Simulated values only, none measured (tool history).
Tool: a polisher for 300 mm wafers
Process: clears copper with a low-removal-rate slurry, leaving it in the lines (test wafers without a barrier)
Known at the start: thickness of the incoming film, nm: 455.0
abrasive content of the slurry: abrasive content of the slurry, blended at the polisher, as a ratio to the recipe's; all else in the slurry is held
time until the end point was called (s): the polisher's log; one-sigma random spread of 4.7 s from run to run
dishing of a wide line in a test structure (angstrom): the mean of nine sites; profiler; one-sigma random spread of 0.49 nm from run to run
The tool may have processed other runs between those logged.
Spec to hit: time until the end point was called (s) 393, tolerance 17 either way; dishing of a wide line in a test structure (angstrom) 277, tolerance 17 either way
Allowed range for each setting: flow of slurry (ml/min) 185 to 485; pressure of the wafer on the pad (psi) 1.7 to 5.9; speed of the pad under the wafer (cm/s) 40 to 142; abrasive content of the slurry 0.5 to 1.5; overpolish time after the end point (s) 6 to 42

run,hour,flow of slurry (ml/min),pressure of the wafer on the pad (psi),speed of the pad under the wafer (cm/s),abrasive content of the slurry,overpolish time after the end point (s),time until the end point was called (s),dishing of a wide line in a test structure (angstrom)
1,0,310,3.8,90,1,21,168,393.66
2,6.7,310,3.8,90,0.95,21,163.88,409.21
3,13,310,3.1,90,0.95,21,205.14,320.97
4,15.6,310,3.7,90,0.95,21,171.25,386.83
5,21.4,310,3.5,88,0.95,22,183.87,377.09
6,25.5,310,3.3,84,0.95,23,206.15,362.12
7,26.4,310,3.1,82,0.95,24,224.53,356.42
8,28.8,310,2.9,80,0.95,25,245.55,311.96
9,37.7,310,2.8,80,0.95,26,250.67,334.89
10,40.1,310,2.7,78,0.95,27,265.24,317.31
11,48.9,310,2.6,78,0.95,28,277.02,323.46
12,57.6,310,1.7,68,0.95,32,472.09,217.3
# hour 59.6: slurry nozzle cleaned
13,59.6,310,1.8,68,0.95,32,423.03,236.39
14,60.9,310,1.9,68,0.95,33,406.87,258.82

Which single option among these 5 for the next run brings every result within its allowed miss of target? Just one does.
A,62.2,375,2.2,60,0.95,29,?,?
B,62.2,335,2,66,0.95,31,?,?
C,62.2,295,1.8,68,1,37,?,?
D,62.2,350,2.3,66,0.55,33,?,?
E,62.2,270,2.4,60,0.85,34,?,?

move,time until the end point was called (s),dishing of a wide line in a test structure (angstrom)
A,395.45,242.8
B,398.7,255.11
C,425.82,280.49
D,428.2,254.4
E,389.51,285.11
A: further off than the last run
B: further off than the last run
C: gets the furthest-off result to its target, but another result is out of tolerance
D: further off than the last run
E: meets every target
The right move is E.
